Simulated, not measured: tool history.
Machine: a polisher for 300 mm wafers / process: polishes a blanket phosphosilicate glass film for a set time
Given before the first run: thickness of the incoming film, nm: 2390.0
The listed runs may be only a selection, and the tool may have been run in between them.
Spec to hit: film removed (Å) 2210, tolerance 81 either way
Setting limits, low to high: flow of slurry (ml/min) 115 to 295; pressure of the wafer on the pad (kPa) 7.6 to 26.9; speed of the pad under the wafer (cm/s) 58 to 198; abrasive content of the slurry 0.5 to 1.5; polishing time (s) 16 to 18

run	hour	flow of slurry (ml/min)	pressure of the wafer on the pad (kPa)	speed of the pad under the wafer (cm/s)	abrasive content of the slurry	polishing time (s)	film removed (Å)
1	0	190	17.2	128	1	18	1406
2	4.5	210	17.2	128	1	18	1427.9
3	8.4	210	17.2	128	1.15	18	1519.1
4	12.7	210	17.2	140	1.15	18	1558.6
5	20.9	210	19.3	142	1.15	18	1812.4
6	24	210	19.3	142	1.15	16	1581.8
7	29	210	21.4	144	1.15	16	1761.5
8	30.1	210	23.4	146	1.15	16	1946.3
9	33.4	210	24.1	146	1.15	16	1975.4

Below are 5 possible settings for the next run. Only one of them brings all results inside the allowed miss of their targets. Which is it?
A	36.7	175	24.1	154	1.2	18	?
B	36.7	190	26.9	150	1.1	18	?
C	36.7	245	22.1	188	1.25	17	?
D	36.7	170	26.2	150	1.35	17	?
E	36.7	210	25.5	136	1.2	17	?

move	film removed (Å)
A	2350
B	2504.7
C	2412
D	2469.5
E	2218.9
A: takes the biggest miss from the last run beyond its target
B: takes the biggest miss from the last run beyond its target
C: takes the biggest miss from the last run beyond its target
D: takes the biggest miss from the last run beyond its target
E: all results in spec
So the answer is move E, the one that meets all the targets.

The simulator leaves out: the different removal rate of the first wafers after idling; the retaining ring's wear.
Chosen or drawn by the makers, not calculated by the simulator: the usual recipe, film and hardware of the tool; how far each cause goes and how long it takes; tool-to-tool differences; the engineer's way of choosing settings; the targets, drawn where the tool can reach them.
